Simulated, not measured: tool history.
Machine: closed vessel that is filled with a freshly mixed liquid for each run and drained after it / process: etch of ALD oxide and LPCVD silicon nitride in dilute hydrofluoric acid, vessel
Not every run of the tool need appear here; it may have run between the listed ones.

| run | hour | temperature setpoint of the liquid (K) | parts of water to one part of 49 % hydrofluoric acid (parts by volume) | time in the liquid (s) | thickness taken off the ALD oxide on a monitor wafer (Å) | thickness taken off the LPCVD silicon nitride on a monitor wafer (Å) |
|---|---|---|---|---|---|---|
| 1 | 0 | 299.15 | 165 | 60 | 106.92 | 2.1917 |
| 2 | 8.8 | 299.15 | 115 | 60 | 165.23 | 3.1511 |
| 3 | 17.1 | 299.15 | 155 | 60 | 115.8 | 2.0299 |
| 4 | 23 | 299.15 | 155 | 50 | 96.559 | 2.2603 |
| 5 | 31.2 | 300.15 | 155 | 50 | 100.11 | 1.5313 |
| 6 | 39.1 | 300.15 | 155 | 35 | 70.952 | 1.0794 |
| 7 | 41 | 300.65 | 145 | 35 | 77.083 | 1.3001 |
| 8 | 41.9 | 304.65 | 100 | 35 | 137.88 | 2.7232 |
| 9 | 49.6 | 304.15 | 100 | 35 | 136.26 | 2.8526 |
| 10 | 50.4 | 303.65 | 100 | 35 | 134.57 | 2.6279 |
| 11 | 55.5 | 303.15 | 100 | 35 | 131.61 | 2.4351 |
| 12 | 60.6 | 302.65 | 100 | 35 | 128.97 | 1.6756 |

Run 13 has not been measured yet. What should we expect?
| 13 | 61.5 | 304.15 | 115 | 35 | ? | ? |

thickness taken off the ALD oxide on a monitor wafer (Å): 116.55
thickness taken off the LPCVD silicon nitride on a monitor wafer (Å): 1.6179
